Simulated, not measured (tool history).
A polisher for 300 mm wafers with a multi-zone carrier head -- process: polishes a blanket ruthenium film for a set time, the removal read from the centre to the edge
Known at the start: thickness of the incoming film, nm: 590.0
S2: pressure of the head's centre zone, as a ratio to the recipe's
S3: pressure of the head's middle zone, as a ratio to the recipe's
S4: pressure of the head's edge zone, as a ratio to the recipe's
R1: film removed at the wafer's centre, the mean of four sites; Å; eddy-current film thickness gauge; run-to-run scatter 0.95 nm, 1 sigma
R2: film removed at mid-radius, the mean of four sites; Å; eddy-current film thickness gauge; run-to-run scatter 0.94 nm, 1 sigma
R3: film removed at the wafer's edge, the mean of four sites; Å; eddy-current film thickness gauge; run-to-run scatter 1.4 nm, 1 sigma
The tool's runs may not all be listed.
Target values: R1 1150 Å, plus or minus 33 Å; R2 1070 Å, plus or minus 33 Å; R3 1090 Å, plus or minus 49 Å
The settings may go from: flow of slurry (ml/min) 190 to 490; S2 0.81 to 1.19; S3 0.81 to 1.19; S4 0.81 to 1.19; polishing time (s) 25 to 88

{"run": 1, "hour": 0.0, "flow of slurry (ml/min)": 315, "S2": 1, "S3": 1, "S4": 1, "polishing time (s)": 56, "R1": 883.52, "R2": 796.71, "R3": 788.4}
{"run": 2, "hour": 5.7, "flow of slurry (ml/min)": 315, "S2": 1, "S3": 1, "S4": 1, "polishing time (s)": 44, "R1": 688.75, "R2": 629.16, "R3": 625.4}
{"run": 3, "hour": 8.9, "flow of slurry (ml/min)": 315, "S2": 1, "S3": 1, "S4": 1, "polishing time (s)": 33, "R1": 518.6, "R2": 472.46, "R3": 469.69}
{"run": 4, "hour": 16.0, "flow of slurry (ml/min)": 315, "S2": 1, "S3": 1.01, "S4": 1.03, "polishing time (s)": 40, "R1": 616.47, "R2": 576.35, "R3": 578.05}
{"run": 5, "hour": 20.2, "flow of slurry (ml/min)": 315, "S2": 1, "S3": 1.01, "S4": 1.03, "polishing time (s)": 49, "R1": 770.11, "R2": 699.18, "R3": 709.95}
{"run": 6, "hour": 21.4, "flow of slurry (ml/min)": 315, "S2": 1, "S3": 0.93, "S4": 1.03, "polishing time (s)": 49, "R1": 776.92, "R2": 657.53, "R3": 721.82}
{"run": 7, "hour": 23.7, "flow of slurry (ml/min)": 315, "S2": 1, "S3": 0.93, "S4": 1.03, "polishing time (s)": 49, "R1": 761.05, "R2": 663.14, "R3": 698.81}
{"run": 8, "hour": 30.8, "flow of slurry (ml/min)": 320, "S2": 1.01, "S3": 0.97, "S4": 1.06, "polishing time (s)": 52, "R1": 836.65, "R2": 720.59, "R3": 771.62}
{"run": 9, "hour": 36.3, "flow of slurry (ml/min)": 320, "S2": 1.01, "S3": 1, "S4": 1.08, "polishing time (s)": 55, "R1": 872.62, "R2": 781.67, "R3": 807.73}
{"run": 10, "hour": 43.5, "flow of slurry (ml/min)": 320, "S2": 1.01, "S3": 1.01, "S4": 1.09, "polishing time (s)": 58, "R1": 917.72, "R2": 834.26, "R3": 850.16}

4 candidate next runs follow, results not yet known. Just one meets every target within its allowed miss. Identify it.
{"run": "A", "hour": 50.7, "flow of slurry (ml/min)": 345, "S2": 0.95, "S3": 1.19, "S4": 0.95, "polishing time (s)": 71, "R1": "?", "R2": "?", "R3": "?"}
{"run": "B", "hour": 50.7, "flow of slurry (ml/min)": 245, "S2": 1.05, "S3": 0.93, "S4": 1.1, "polishing time (s)": 73, "R1": "?", "R2": "?", "R3": "?"}
{"run": "C", "hour": 50.7, "flow of slurry (ml/min)": 360, "S2": 0.99, "S3": 1.02, "S4": 1.09, "polishing time (s)": 73, "R1": "?", "R2": "?", "R3": "?"}
{"run": "D", "hour": 50.7, "flow of slurry (ml/min)": 330, "S2": 0.93, "S3": 1.05, "S4": 1.13, "polishing time (s)": 83, "R1": "?", "R2": "?", "R3": "?"}

move=A R1=1046.3 R2=1185.8 R3=993.35
move=B R1=1138.2 R2=955.92 R3=1069.6
move=C R1=1124.4 R2=1075.3 R3=1097.7
move=D R1=1190.9 R2=1242.8 R3=1262.9
A: pushes the last run's worst result past its target
B: closes in on the targets versus the last run, not all within tolerance yet
C: all results in spec
D: pushes the last run's worst result past its target
The right move is C.
